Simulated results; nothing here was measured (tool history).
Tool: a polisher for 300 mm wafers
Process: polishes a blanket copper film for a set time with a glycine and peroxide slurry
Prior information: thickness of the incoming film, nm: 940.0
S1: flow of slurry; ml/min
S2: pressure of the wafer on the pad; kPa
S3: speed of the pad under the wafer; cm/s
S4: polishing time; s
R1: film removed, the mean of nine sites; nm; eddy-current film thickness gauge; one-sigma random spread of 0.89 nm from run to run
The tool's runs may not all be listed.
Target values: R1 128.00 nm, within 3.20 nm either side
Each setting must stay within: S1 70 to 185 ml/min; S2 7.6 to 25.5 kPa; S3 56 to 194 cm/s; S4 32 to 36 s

run,hour,S1,S2,S3,S4,R1
1,0.0,120,16.5,124,36,182.64
2,8.6,145,16.5,124,36,192.09
3,17.2,135,15.2,124,36,173.84
4,19.7,135,15.2,124,32,155.24
5,20.9,135,15.2,124,32,155.69
6,28.4,135,16.5,124,32,166.42
7,31.4,125,15.9,124,32,157.73
8,37.4,115,15.2,124,32,150.17
9,40.2,110,14.5,124,32,142.50
10,44.8,105,14.5,124,32,142.11
11,49.8,100,14.5,124,32,139.93
12,55.0,95,14.5,124,32,136.75
13,56.1,90,14.5,124,32,135.66
14,59.6,75,13.8,124,32,121.71

Pick the move, out of 4, that brings all results within their allowed miss; only one does.
A,63.1,80,11.0,138,35,?
B,63.1,80,13.1,110,36,?
C,63.1,90,12.4,130,32,?
D,63.1,75,12.4,124,35,?

move,R1
A,118.76
B,125.08
C,120.36
D,120.47
A: misses by more than the last run did
B: in spec on every target
C: misses by more than the last run did
D: misses by more than the last run did
B is the move that brings every result within its allowed miss.
